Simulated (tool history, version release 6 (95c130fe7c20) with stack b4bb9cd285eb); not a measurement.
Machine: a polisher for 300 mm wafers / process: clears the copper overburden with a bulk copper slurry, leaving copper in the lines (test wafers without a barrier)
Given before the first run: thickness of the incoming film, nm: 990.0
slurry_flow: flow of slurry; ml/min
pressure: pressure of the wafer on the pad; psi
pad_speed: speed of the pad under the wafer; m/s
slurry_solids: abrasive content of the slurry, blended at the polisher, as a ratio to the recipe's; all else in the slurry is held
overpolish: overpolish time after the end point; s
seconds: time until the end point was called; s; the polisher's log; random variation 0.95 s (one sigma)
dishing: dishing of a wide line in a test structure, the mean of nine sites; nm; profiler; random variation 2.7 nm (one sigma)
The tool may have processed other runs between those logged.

| run | hour | slurry_flow | pressure | pad_speed | slurry_solids | overpolish | seconds | dishing |
|---|---|---|---|---|---|---|---|---|
| 1 | 0 | 295 | 2.4 | 1.38 | 1 | 26 | 101.6 | 89.834 |
| 2 | 4.2 | 295 | 2.4 | 1.38 | 1 | 21 | 104.84 | 79.824 |
| 3 | 11.9 | 295 | 2.4 | 1.38 | 1 | 29 | 99.293 | 92.064 |
| 4 | 13.7 | 295 | 2 | 1.38 | 1 | 29 | 120.44 | 82.116 |
| 5 | 14.4 | 295 | 2.2 | 1.38 | 1 | 31 | 111.35 | 86.843 |
| 6 | 16.9 | 255 | 2.2 | 1.38 | 1 | 31 | 112.23 | 93.744 |

Run 7 has not been measured yet. What should we expect?
| 7 | 22.6 | 255 | 2.8 | 1.4 | 1 | 32 | ? | ? |

seconds: 86.467 s
dishing: 105.53 nm

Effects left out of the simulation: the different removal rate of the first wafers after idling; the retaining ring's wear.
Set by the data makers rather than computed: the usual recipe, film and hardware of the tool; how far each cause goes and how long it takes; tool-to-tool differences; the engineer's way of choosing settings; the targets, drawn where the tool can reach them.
